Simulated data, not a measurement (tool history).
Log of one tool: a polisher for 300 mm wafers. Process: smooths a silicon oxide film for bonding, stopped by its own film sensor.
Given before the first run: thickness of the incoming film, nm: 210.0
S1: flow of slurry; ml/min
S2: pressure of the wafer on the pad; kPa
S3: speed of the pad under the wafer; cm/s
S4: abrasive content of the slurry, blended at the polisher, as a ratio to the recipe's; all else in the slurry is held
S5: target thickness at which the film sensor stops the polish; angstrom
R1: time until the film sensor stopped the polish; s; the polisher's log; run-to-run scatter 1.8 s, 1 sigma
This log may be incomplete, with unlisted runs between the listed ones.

{"run": 1, "hour": 0.0, "S1": 230, "S2": 10.3, "S3": 104, "S4": 1.0, "S5": 1790, "R1": 56.216}
{"run": 2, "hour": 7.7, "S1": 230, "S2": 10.3, "S3": 116, "S4": 1.0, "S5": 1790, "R1": 52.67}
{"run": 3, "hour": 16.1, "S1": 230, "S2": 9.0, "S3": 112, "S4": 1.0, "S5": 1790, "R1": 60.866}
{"run": 4, "hour": 24.2, "S1": 230, "S2": 9.0, "S3": 126, "S4": 1.0, "S5": 1790, "R1": 56.439}
{"run": 5, "hour": 25.9, "S1": 230, "S2": 8.3, "S3": 122, "S4": 1.0, "S5": 1790, "R1": 62.155}
{"run": 6, "hour": 30.6, "S1": 230, "S2": 8.3, "S3": 122, "S4": 1.15, "S5": 1790, "R1": 57.281}
{"run": 7, "hour": 39.2, "S1": 230, "S2": 8.3, "S3": 122, "S4": 1.15, "S5": 1790, "R1": 59.504}
{"run": 8, "hour": 41.3, "S1": 230, "S2": 8.3, "S3": 122, "S4": 1.15, "S5": 1790, "R1": 59.028}
{"run": 9, "hour": 49.2, "S1": 230, "S2": 7.6, "S3": 118, "S4": 1.15, "S5": 1790, "R1": 67.191}
{"run": 10, "hour": 52.7, "S1": 230, "S2": 6.9, "S3": 118, "S4": 1.15, "S5": 1790, "R1": 73.008}

Forecast run 11:
{"run": 11, "hour": 54.1, "S1": 230, "S2": 4.8, "S3": 112, "S4": 1.15, "S5": 1790, "R1": "?"}

R1: 102.750 s
